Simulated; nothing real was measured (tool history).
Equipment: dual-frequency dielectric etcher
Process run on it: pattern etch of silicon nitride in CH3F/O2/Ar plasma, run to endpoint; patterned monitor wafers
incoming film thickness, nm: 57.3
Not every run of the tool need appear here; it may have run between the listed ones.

Run 1, day 0: source power (kW) 0.51, bias power (kW) 0.057. Result: endpoint time (s) 89.736.
Run 2, day 0.221: source power (kW) 0.42, bias power (kW) 0.057. Result: endpoint time (s) 103.11.
Run 3, day 0.304: source power (kW) 0.51, bias power (kW) 0.057. Result: endpoint time (s) 88.982.
Run 4, day 0.625: source power (kW) 0.51, bias power (kW) 0.051. Result: endpoint time (s) 94.2.
Run 5, day 0.975: source power (kW) 0.43, bias power (kW) 0.051. Result: endpoint time (s) 102.98.
Run 6, day 1.308: source power (kW) 0.47, bias power (kW) 0.051. Result: endpoint time (s) 96.623.
Run 7, day 1.525: source power (kW) 0.49, bias power (kW) 0.051. Result: endpoint time (s) 95.276.
Run 8, day 1.65: source power (kW) 0.5, bias power (kW) 0.051. Result: endpoint time (s) 93.93.
Run 9, day 1.712: source power (kW) 0.51, bias power (kW) 0.051. Result: endpoint time (s) 93.05.
Run 10, day 2.042: source power (kW) 0.52, bias power (kW) 0.051. Result: endpoint time (s) 91.444.
Run 11, day 2.067: source power (kW) 0.53, bias power (kW) 0.051. Result: endpoint time (s) 91.099.
Run 12, day 2.183: source power (kW) 0.54, bias power (kW) 0.051. Result: endpoint time (s) 90.07.
Run 13, day 2.454: source power (kW) 0.54, bias power (kW) 0.051. Result: endpoint time (s) 89.939.
Run 14, day 2.617: source power (kW) 0.55, bias power (kW) 0.051. Result: endpoint time (s) 88.169.

For run 15, what comes out?
Run 15, day 2.992: source power (kW) 0.56, bias power (kW) 0.051. Result: endpoint time (s) ?.

endpoint time (s): 88.196
